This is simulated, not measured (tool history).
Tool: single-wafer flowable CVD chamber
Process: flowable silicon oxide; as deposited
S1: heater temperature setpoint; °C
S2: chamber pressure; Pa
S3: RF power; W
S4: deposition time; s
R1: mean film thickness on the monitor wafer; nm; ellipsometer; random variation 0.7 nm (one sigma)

Run 1, day 0: S1 95 °C, S2 99.5 Pa, S3 2325 W, S4 934 s. Result: R1 645.29 nm.
Run 2, day 0.35: S1 95 °C, S2 99.5 Pa, S3 2325 W, S4 934 s. Result: R1 641.55 nm.
Run 3, day 0.492: S1 99 °C, S2 99.5 Pa, S3 2325 W, S4 934 s. Result: R1 572.83 nm.
Run 4, day 0.658: S1 93 °C, S2 99.5 Pa, S3 2325 W, S4 934 s. Result: R1 679.52 nm.
Run 5, day 0.888: S1 93 °C, S2 99.5 Pa, S3 2655 W, S4 934 s. Result: R1 695.27 nm.
Run 6, day 0.917: S1 97 °C, S2 99.3 Pa, S3 2655 W, S4 934 s. Result: R1 618.95 nm.
Run 7, day 1.042: S1 101 °C, S2 99.2 Pa, S3 2655 W, S4 934 s. Result: R1 551.67 nm.

Run 8 comes next. What will it give?
Run 8, day 1.25: S1 104 °C, S2 98.8 Pa, S3 2655 W, S4 934 s. Result: R1 ?.

Run 8 gave R1 503.42 nm.
